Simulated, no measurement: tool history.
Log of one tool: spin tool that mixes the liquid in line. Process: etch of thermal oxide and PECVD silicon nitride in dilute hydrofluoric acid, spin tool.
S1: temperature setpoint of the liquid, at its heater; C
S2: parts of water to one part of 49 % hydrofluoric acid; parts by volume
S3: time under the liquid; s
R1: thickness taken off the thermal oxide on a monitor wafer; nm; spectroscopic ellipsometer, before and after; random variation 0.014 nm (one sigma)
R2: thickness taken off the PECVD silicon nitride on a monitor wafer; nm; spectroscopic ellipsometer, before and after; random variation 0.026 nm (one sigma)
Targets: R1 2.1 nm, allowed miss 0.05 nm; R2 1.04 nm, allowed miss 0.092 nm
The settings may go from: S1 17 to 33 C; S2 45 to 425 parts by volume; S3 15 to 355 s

{"run": 1, "day": 0.0, "S1": 25, "S2": 235, "S3": 180, "R1": 3.1507, "R2": 1.3083}
{"run": 2, "day": 0.2, "S1": 25, "S2": 175, "S3": 180, "R1": 4.5533, "R2": 1.7412}
{"run": 3, "day": 0.571, "S1": 25, "S2": 110, "S3": 180, "R1": 7.8397, "R2": 2.7466}
{"run": 4, "day": 0.775, "S1": 25, "S2": 135, "S3": 180, "R1": 6.1137, "R2": 2.2711}
{"run": 5, "day": 1.021, "S1": 25, "S2": 55, "S3": 180, "R1": 16.632, "R2": 5.7385}
{"run": 6, "day": 1.092, "S1": 25.5, "S2": 80, "S3": 180, "R1": 11.368, "R2": 4.0301}
{"run": 7, "day": 1.429, "S1": 26, "S2": 105, "S3": 180, "R1": 8.4568, "R2": 3.1127}
{"run": 8, "day": 1.8, "S1": 27, "S2": 120, "S3": 180, "R1": 7.6359, "R2": 2.8178}
{"run": 9, "day": 2.05, "S1": 28, "S2": 140, "S3": 180, "R1": 6.5369, "R2": 2.6687}
{"run": 10, "day": 2.096, "S1": 28, "S2": 155, "S3": 180, "R1": 5.8585, "R2": 2.4005}
{"run": 11, "day": 2.208, "S1": 28, "S2": 170, "S3": 180, "R1": 5.2133, "R2": 2.2264}
{"run": 12, "day": 2.271, "S1": 28, "S2": 185, "S3": 180, "R1": 4.7022, "R2": 2.0586}
{"run": 13, "day": 2.579, "S1": 28, "S2": 200, "S3": 180, "R1": 4.2742, "R2": 1.8485}
{"run": 14, "day": 2.754, "S1": 28, "S2": 215, "S3": 180, "R1": 3.9582, "R2": 1.7373}
{"run": 15, "day": 2.792, "S1": 25, "S2": 310, "S3": 200, "R1": 2.4293, "R2": 1.0592}
{"run": 16, "day": 3.012, "S1": 25.5, "S2": 315, "S3": 200, "R1": 2.452, "R2": 1.1018}
{"run": 17, "day": 3.167, "S1": 26, "S2": 365, "S3": 210, "R1": 2.1248, "R2": 1.0517}

4 next moves are on the table. One of them brings every result within its allowed miss. Which?
{"run": "A", "day": 3.321, "S1": 24.5, "S2": 420, "S3": 260, "R1": "?", "R2": "?"}
{"run": "B", "day": 3.321, "S1": 24.5, "S2": 355, "S3": 225, "R1": "?", "R2": "?"}
{"run": "C", "day": 3.321, "S1": 25, "S2": 330, "S3": 195, "R1": "?", "R2": "?"}
{"run": "D", "day": 3.321, "S1": 26.5, "S2": 365, "S3": 210, "R1": "?", "R2": "?"}

move=A R1=2.0906 R2=1.0237
move=B R1=2.2713 R2=1.047
move=C R1=2.2053 R2=1.0054
move=D R1=2.1812 R2=1.0693
A: meets every target
B: further off than the last run
C: further off than the last run
D: further off than the last run
The right move is A.
